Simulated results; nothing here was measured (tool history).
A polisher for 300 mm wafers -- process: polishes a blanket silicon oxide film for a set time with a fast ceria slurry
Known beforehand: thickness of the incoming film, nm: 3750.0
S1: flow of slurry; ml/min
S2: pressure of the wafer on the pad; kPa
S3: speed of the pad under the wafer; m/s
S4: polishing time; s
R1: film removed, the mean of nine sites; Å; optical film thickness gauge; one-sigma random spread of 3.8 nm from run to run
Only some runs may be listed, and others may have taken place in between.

| run | hour | S1 | S2 | S3 | S4 | R1 |
|---|---|---|---|---|---|---|
| 1 | 0 | 170 | 12.4 | 1.16 | 54 | 7570.5 |
| 2 | 2.7 | 155 | 12.4 | 1.16 | 54 | 7526.8 |
| 3 | 6.2 | 155 | 12.4 | 1.42 | 54 | 9153.2 |
| 4 | 10.2 | 155 | 14.5 | 1.42 | 54 | 10398 |
| 5 | 15.3 | 155 | 11.7 | 1.24 | 53 | 7451.9 |
| 6 | 16.9 | 150 | 9.7 | 1.14 | 53 | 5563.4 |
| 7 | 25.7 | 145 | 8.3 | 1.12 | 53 | 4798.2 |
| 8 | 26.3 | 140 | 7.6 | 1.12 | 53 | 4351.4 |
| 9 | 31.5 | 135 | 6.9 | 1.12 | 53 | 3974.5 |
| 10 | 39.7 | 115 | 5.5 | 1.12 | 53 | 3079.3 |
| 11 | 41.1 | 125 | 5.5 | 1.12 | 53 | 3186.3 |

Run 12, settings as shown, results not yet in. Your forecast:
| 12 | 45.8 | 135 | 5.5 | 1.12 | 53 | ? |

Run 12 yielded R1 3190.5 Å.

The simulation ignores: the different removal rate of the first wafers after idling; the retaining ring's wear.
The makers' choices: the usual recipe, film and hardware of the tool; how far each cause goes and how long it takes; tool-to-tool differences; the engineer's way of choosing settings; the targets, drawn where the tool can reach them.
